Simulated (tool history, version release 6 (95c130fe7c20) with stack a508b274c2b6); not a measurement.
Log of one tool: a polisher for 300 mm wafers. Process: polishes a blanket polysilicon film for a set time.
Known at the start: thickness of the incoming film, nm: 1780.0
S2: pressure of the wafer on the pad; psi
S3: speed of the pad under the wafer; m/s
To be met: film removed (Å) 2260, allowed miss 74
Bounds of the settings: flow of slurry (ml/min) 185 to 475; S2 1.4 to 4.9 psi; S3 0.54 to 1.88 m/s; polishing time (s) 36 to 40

run 1 hour=0 | flow_of_slurry_(ml/min)=305 S2=3.1 S3=1.2 polishing_time_(s)=40 | film_removed_(Å)=3635
run 2 hour=6.9 | flow_of_slurry_(ml/min)=305 S2=3.1 S3=1.2 polishing_time_(s)=36 | film_removed_(Å)=3249.4
run 3 hour=12.9 | flow_of_slurry_(ml/min)=360 S2=3.1 S3=1.2 polishing_time_(s)=36 | film_removed_(Å)=3275
run 4 hour=13.5 | flow_of_slurry_(ml/min)=325 S2=3.1 S3=1.2 polishing_time_(s)=36 | film_removed_(Å)=3327.2
run 5 hour=21.8 | flow_of_slurry_(ml/min)=325 S2=3.1 S3=1.2 polishing_time_(s)=36 | film_removed_(Å)=3297.4
run 6 hour=24.3 | flow_of_slurry_(ml/min)=325 S2=3 S3=1.2 polishing_time_(s)=36 | film_removed_(Å)=3221.9
run 7 hour=32.7 | flow_of_slurry_(ml/min)=325 S2=2.9 S3=1.2 polishing_time_(s)=36 | film_removed_(Å)=3071.4
run 8 hour=35.5 | flow_of_slurry_(ml/min)=325 S2=2.8 S3=1.2 polishing_time_(s)=36 | film_removed_(Å)=2946.9
run 9 hour=42.7 | flow_of_slurry_(ml/min)=325 S2=1.9 S3=1.18 polishing_time_(s)=36 | film_removed_(Å)=1991.1
run 10 hour=45.5 | flow_of_slurry_(ml/min)=325 S2=2.3 S3=1.18 polishing_time_(s)=36 | film_removed_(Å)=2441.9

Which of these 5 next moves meets every target?
run A hour=48.3 | flow_of_slurry_(ml/min)=265 S2=2.8 S3=1.1 polishing_time_(s)=36 | film_removed_(Å)=?
run B hour=48.3 | flow_of_slurry_(ml/min)=310 S2=2.4 S3=1.22 polishing_time_(s)=37 | film_removed_(Å)=?
run C hour=48.3 | flow_of_slurry_(ml/min)=335 S2=2.4 S3=1.22 polishing_time_(s)=38 | film_removed_(Å)=?
run D hour=48.3 | flow_of_slurry_(ml/min)=330 S2=1.7 S3=1.34 polishing_time_(s)=40 | film_removed_(Å)=?
run E hour=48.3 | flow_of_slurry_(ml/min)=310 S2=2.3 S3=1.14 polishing_time_(s)=39 | film_removed_(Å)=?

move=A film_removed_(Å)=2706.8
move=B film_removed_(Å)=2664.3
move=C film_removed_(Å)=2748.1
move=D film_removed_(Å)=2270.9
move=E film_removed_(Å)=2530.5
A: further off than the last run
B: further off than the last run
C: further off than the last run
D: meets every target
E: further off than the last run
The right move is D.

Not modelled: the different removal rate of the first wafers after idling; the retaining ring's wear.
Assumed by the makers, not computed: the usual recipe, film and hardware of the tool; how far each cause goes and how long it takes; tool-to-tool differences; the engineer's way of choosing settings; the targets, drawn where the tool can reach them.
